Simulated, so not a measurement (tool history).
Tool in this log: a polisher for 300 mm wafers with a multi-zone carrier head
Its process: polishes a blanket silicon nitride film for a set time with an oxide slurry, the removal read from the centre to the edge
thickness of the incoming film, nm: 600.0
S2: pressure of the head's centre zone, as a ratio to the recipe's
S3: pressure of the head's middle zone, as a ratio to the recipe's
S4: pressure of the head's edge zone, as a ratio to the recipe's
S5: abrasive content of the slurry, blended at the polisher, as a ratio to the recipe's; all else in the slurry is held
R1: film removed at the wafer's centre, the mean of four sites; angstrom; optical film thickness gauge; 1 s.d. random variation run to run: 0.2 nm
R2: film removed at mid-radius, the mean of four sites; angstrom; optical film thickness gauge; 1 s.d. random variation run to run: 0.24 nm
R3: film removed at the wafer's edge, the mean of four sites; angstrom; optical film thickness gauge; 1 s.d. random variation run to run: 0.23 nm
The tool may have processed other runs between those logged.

{"run": 1, "hour": 0.0, "flow of slurry (ml/min)": 295, "S2": 1, "S3": 1, "S4": 1, "S5": 1, "polishing time (s)": 55, "R1": 361.86, "R2": 358.19, "R3": 351.51}
{"run": 2, "hour": 8.0, "flow of slurry (ml/min)": 290, "S2": 0.99, "S3": 0.95, "S4": 0.98, "S5": 0.85, "polishing time (s)": 47, "R1": 287, "R2": 262.81, "R3": 281.76}
{"run": 3, "hour": 16.2, "flow of slurry (ml/min)": 290, "S2": 0.99, "S3": 0.92, "S4": 0.98, "S5": 0.85, "polishing time (s)": 47, "R1": 280.64, "R2": 252.63, "R3": 282.81}
{"run": 4, "hour": 18.9, "flow of slurry (ml/min)": 290, "S2": 0.99, "S3": 0.92, "S4": 0.94, "S5": 0.85, "polishing time (s)": 47, "R1": 284.05, "R2": 252.02, "R3": 268.59}
{"run": 5, "hour": 20.6, "flow of slurry (ml/min)": 285, "S2": 0.95, "S3": 0.9, "S4": 0.91, "S5": 0.75, "polishing time (s)": 44, "R1": 237.25, "R2": 217.05, "R3": 231.6}
{"run": 6, "hour": 21.9, "flow of slurry (ml/min)": 285, "S2": 0.95, "S3": 0.9, "S4": 0.91, "S5": 0.75, "polishing time (s)": 53, "R1": 282.23, "R2": 263.3, "R3": 285.46}

Expected results for the next run?
{"run": 7, "hour": 28.4, "flow of slurry (ml/min)": 275, "S2": 0.91, "S3": 0.83, "S4": 0.87, "S5": 0.5, "polishing time (s)": 38, "R1": "?", "R2": "?", "R3": "?"}

R1: 136.7 angstrom
R2: 128.36 angstrom
R3: 143.97 angstrom
